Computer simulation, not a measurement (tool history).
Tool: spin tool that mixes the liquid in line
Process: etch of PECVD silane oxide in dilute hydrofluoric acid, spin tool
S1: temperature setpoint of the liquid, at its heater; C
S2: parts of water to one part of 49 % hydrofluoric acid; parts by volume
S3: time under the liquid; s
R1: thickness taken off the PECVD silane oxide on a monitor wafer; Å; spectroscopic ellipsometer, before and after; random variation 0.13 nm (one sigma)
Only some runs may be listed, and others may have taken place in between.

| run | hour | S1 | S2 | S3 | R1 |
|---|---|---|---|---|---|
| 1 | 0.0 | 23.0 | 180 | 285 | 245.81 |
| 2 | 4.5 | 22.0 | 190 | 285 | 217.09 |
| 3 | 12.9 | 24.5 | 190 | 285 | 242.64 |
| 4 | 14.2 | 26.0 | 190 | 285 | 254.91 |
| 5 | 22.9 | 24.5 | 200 | 285 | 222.66 |
| 6 | 25.2 | 23.0 | 205 | 285 | 206.36 |
| 7 | 28.6 | 23.0 | 205 | 285 | 206.65 |
| 8 | 37.5 | 22.0 | 210 | 285 | 196.71 |
| 9 | 45.0 | 21.0 | 220 | 285 | 175.92 |
| 10 | 48.5 | 20.5 | 225 | 285 | 170.23 |
| 11 | 56.2 | 20.0 | 230 | 285 | 160.94 |
| 12 | 63.1 | 19.5 | 235 | 285 | 154.65 |
| 13 | 65.2 | 19.0 | 235 | 285 | 151.86 |

Expected results for the next run?
| 14 | 68.2 | 18.5 | 235 | 285 | ? |

R1: 147.26 Å
